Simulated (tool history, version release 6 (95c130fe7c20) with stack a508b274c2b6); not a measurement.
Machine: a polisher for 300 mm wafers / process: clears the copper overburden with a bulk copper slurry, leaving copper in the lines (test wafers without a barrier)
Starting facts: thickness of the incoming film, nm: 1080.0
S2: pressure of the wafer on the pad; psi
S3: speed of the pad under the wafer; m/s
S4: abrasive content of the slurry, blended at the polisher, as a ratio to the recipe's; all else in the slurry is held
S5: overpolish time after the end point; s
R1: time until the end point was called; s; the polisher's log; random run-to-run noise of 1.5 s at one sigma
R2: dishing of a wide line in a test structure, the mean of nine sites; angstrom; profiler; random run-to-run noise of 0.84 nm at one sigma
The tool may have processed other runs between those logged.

{"run": 1, "day": 0.0, "flow of slurry (ml/min)": 170, "S2": 2.3, "S3": 1.04, "S4": 1, "S5": 13, "R1": 141.2, "R2": 654.73}
{"run": 2, "day": 0.083, "flow of slurry (ml/min)": 170, "S2": 2.3, "S3": 1.04, "S4": 1.2, "S5": 13, "R1": 135.7, "R2": 659.12}
{"run": 3, "day": 0.433, "flow of slurry (ml/min)": 170, "S2": 2.3, "S3": 1.04, "S4": 1.2, "S5": 18, "R1": 134.97, "R2": 841.35}
{"run": 4, "day": 0.617, "flow of slurry (ml/min)": 170, "S2": 2.3, "S3": 1.04, "S4": 1.15, "S5": 18, "R1": 136.26, "R2": 807.51}
{"run": 5, "day": 0.75, "flow of slurry (ml/min)": 170, "S2": 2.3, "S3": 1.04, "S4": 1.15, "S5": 16, "R1": 134.88, "R2": 766.82}
{"run": 6, "day": 1.012, "flow of slurry (ml/min)": 170, "S2": 2.3, "S3": 0.84, "S4": 1.15, "S5": 16, "R1": 167.31, "R2": 671.79}
{"day": 1.071, "done": "slurry blender recalibrated"}
{"run": 7, "day": 1.071, "flow of slurry (ml/min)": 165, "S2": 2.3, "S3": 0.84, "S4": 1.15, "S5": 16, "R1": 162.78, "R2": 657.9}
{"run": 8, "day": 1.367, "flow of slurry (ml/min)": 170, "S2": 2.3, "S3": 0.84, "S4": 1.15, "S5": 17, "R1": 161.05, "R2": 700.75}
{"run": 9, "day": 1.721, "flow of slurry (ml/min)": 165, "S2": 2.3, "S3": 0.84, "S4": 1.15, "S5": 18, "R1": 163.63, "R2": 734.64}
{"run": 10, "day": 2.092, "flow of slurry (ml/min)": 160, "S2": 2.3, "S3": 0.84, "S4": 1.15, "S5": 18, "R1": 164.7, "R2": 735.71}

What does the tool deliver on the next run?
{"run": 11, "day": 2.117, "flow of slurry (ml/min)": 155, "S2": 2.3, "S3": 0.84, "S4": 1.15, "S5": 18, "R1": "?", "R2": "?"}

R1: 166.85 s
R2: 721.57 angstrom
